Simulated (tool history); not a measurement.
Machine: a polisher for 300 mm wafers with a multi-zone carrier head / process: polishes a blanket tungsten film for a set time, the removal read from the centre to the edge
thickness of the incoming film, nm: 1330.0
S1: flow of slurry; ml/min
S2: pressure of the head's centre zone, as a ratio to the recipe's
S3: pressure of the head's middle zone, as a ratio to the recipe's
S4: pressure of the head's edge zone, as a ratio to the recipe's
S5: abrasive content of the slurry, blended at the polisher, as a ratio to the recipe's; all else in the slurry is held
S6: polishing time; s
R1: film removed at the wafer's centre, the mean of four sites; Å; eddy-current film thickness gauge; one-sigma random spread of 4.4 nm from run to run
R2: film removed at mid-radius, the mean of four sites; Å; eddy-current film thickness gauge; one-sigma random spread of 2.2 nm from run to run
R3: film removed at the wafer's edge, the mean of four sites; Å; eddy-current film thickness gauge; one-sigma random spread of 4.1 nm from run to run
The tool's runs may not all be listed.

| run | day | S1 | S2 | S3 | S4 | S5 | S6 | R1 | R2 | R3 |
|---|---|---|---|---|---|---|---|---|---|---|
| 1 | 0 | 260 | 1 | 1 | 1 | 1 | 46 | 4132.6 | 4067.2 | 4047.3 |
| 2 | 0.371 | 260 | 1 | 0.98 | 0.99 | 0.95 | 46 | 3992.8 | 3945.4 | 3949 |
| 3 | 0.675 | 260 | 1 | 0.94 | 0.99 | 0.95 | 46 | 4095.1 | 3818.7 | 3986.6 |
| 4 | 0.846 | 260 | 1 | 0.94 | 0.93 | 0.95 | 46 | 4137.2 | 3820.9 | 3843.5 |
| 5 | 1.154 | 260 | 0.91 | 0.94 | 0.93 | 0.95 | 46 | 3853.6 | 3830.5 | 3894.8 |
| 6 | 1.421 | 260 | 0.85 | 0.94 | 0.93 | 0.95 | 46 | 3606.5 | 3761.2 | 3827.4 |
| 7 | 1.767 | 260 | 0.86 | 0.93 | 0.92 | 0.9 | 46 | 3626.6 | 3792.5 | 3844.2 |
| 8 | 2.112 | 255 | 0.87 | 0.92 | 0.91 | 0.9 | 45 | 3502.5 | 3644.2 | 3748.1 |
| 9 | 2.271 | 260 | 0.89 | 0.91 | 0.9 | 0.9 | 44 | 3476.2 | 3553.4 | 3589.5 |

Run 10, settings as shown, results not yet in. Your forecast:
| 10 | 2.375 | 255 | 0.91 | 0.9 | 0.9 | 0.9 | 44 | ? | ? | ? |

Run 10 produced R1 3565.3 Å, R2 3501.6 Å, R3 3542 Å.
